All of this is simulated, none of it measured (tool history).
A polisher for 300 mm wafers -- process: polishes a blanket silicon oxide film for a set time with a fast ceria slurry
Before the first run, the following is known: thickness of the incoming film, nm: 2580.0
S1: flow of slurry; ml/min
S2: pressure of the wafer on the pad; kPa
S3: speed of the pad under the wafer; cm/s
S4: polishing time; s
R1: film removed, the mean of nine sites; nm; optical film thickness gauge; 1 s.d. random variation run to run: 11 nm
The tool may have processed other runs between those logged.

Run 1, hour 0: S1 275 ml/min, S2 11 kPa, S3 86 cm/s, S4 110 s. Result: R1 924.9 nm.
Run 2, hour 7.8: S1 280 ml/min, S2 12.4 kPa, S3 86 cm/s, S4 110 s. Result: R1 1057.3 nm.
Run 3, hour 9.1: S1 285 ml/min, S2 13.8 kPa, S3 86 cm/s, S4 110 s. Result: R1 1174.5 nm.
Run 4, hour 15.8: S1 285 ml/min, S2 13.8 kPa, S3 96 cm/s, S4 110 s. Result: R1 1291.5 nm.
Run 5, hour 21.3: S1 285 ml/min, S2 13.8 kPa, S3 76 cm/s, S4 110 s. Result: R1 1027.3 nm.
Run 6, hour 28: S1 285 ml/min, S2 14.5 kPa, S3 80 cm/s, S4 110 s. Result: R1 1126.1 nm.

The next listed run, before its measurement:
Run 7, hour 30.8: S1 310 ml/min, S2 17.9 kPa, S3 94 cm/s, S4 110 s. Result: R1 ?.

{"run 7": {"R1": 1658.3}}
